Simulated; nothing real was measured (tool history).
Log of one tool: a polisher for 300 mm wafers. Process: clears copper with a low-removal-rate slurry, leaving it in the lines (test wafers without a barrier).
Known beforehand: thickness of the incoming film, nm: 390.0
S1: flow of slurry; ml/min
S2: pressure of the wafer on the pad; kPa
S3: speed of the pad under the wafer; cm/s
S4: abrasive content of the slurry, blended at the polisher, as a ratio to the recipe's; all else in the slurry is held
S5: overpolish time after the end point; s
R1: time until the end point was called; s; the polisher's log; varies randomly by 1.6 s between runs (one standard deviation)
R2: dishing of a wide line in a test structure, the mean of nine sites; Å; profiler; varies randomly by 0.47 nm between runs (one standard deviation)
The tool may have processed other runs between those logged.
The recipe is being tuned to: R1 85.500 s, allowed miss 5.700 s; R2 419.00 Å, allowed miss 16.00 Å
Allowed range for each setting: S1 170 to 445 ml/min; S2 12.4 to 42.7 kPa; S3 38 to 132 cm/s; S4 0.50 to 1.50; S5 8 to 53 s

| run | hour | S1 | S2 | S3 | S4 | S5 | R1 | R2 |
|---|---|---|---|---|---|---|---|---|
| 1 | 0.0 | 285 | 27.6 | 84 | 1.00 | 27 | 117.150 | 350.17 |
| 2 | 5.7 | 285 | 27.6 | 84 | 1.20 | 27 | 113.790 | 349.10 |
| 3 | 12.5 | 330 | 27.6 | 84 | 1.20 | 27 | 112.220 | 353.62 |
| 4 | 16.0 | 330 | 27.6 | 84 | 1.20 | 20 | 110.580 | 319.07 |
|  | 21.5 | worn pad replaced by a new one |
| 5 | 21.5 | 330 | 27.6 | 84 | 1.35 | 20 | 102.200 | 323.20 |
| 6 | 24.6 | 330 | 28.3 | 84 | 1.35 | 21 | 99.710 | 337.55 |
| 7 | 27.9 | 330 | 29.0 | 84 | 1.35 | 22 | 97.430 | 337.14 |
| 8 | 36.1 | 330 | 29.6 | 84 | 1.35 | 23 | 97.719 | 361.25 |
| 9 | 44.8 | 330 | 30.3 | 84 | 1.35 | 23 | 92.539 | 361.89 |

Next run, 4 choices. One meets every target within its allowed miss, the rest don't. Which?
| A | 53.5 | 310 | 26.9 | 86 | 1.35 | 21 | ? | ? |
| B | 53.5 | 335 | 29.6 | 96 | 1.25 | 39 | ? | ? |
| C | 53.5 | 330 | 28.3 | 90 | 1.35 | 19 | ? | ? |
| D | 53.5 | 295 | 24.1 | 98 | 1.45 | 17 | ? | ? |

| move | R1 | R2 |
|---|---|---|
| A | 103.520 | 329.46 |
| B | 87.462 | 407.07 |
| C | 95.039 | 328.01 |
| D | 97.392 | 306.83 |
A: further off than the last run
B: hits every target within its allowed miss
C: further off than the last run
D: further off than the last run
Answer: B
